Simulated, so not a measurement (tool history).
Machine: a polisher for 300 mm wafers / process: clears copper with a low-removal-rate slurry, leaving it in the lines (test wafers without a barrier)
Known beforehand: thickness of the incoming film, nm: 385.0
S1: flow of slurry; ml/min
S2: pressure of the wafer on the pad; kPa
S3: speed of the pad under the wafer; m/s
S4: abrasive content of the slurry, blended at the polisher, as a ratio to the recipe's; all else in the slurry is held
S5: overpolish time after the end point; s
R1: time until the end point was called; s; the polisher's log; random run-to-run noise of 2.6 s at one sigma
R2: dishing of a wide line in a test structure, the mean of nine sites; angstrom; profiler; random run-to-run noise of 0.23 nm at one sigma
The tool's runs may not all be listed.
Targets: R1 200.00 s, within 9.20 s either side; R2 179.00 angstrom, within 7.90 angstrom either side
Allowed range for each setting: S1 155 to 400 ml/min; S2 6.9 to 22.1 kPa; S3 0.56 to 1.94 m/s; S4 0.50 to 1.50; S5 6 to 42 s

run,day,S1,S2,S3,S4,S5,R1,R2
1,0.000,255,14.5,1.24,1.00,21,180.63,295.87
2,0.158,220,14.5,1.24,1.00,21,177.49,287.69
3,0.208,220,13.1,1.24,1.00,21,197.40,273.08
4,0.329,220,13.1,1.24,1.00,20,200.83,256.47
5,0.521,220,13.1,1.24,1.00,19,197.91,247.20
6,0.879,220,13.1,1.24,1.00,18,199.35,241.22
7,1.179,230,13.1,1.26,1.00,9,195.40,128.73
8,1.229,230,13.1,1.26,1.00,10,191.51,143.90
9,1.533,230,13.1,1.26,1.00,11,193.84,158.27
10,1.579,230,12.4,1.28,1.00,12,198.65,158.76

Pick the move, out of 4, that brings all results within their allowed miss; only one does.
A,1.625,200,18.6,0.98,0.70,8,?,?
B,1.625,245,12.4,1.32,0.95,11,?,?
C,1.625,235,13.8,1.12,1.00,13,?,?
D,1.625,255,13.8,1.20,1.05,9,?,?

move,R1,R2
A,183.62,124.60
B,194.89,156.24
C,198.30,179.48
D,184.64,137.18
A: moves away from the targets compared with the last run
B: moves away from the targets compared with the last run
C: every result within its allowed miss
D: moves away from the targets compared with the last run
Correct choice: C, which meets every target

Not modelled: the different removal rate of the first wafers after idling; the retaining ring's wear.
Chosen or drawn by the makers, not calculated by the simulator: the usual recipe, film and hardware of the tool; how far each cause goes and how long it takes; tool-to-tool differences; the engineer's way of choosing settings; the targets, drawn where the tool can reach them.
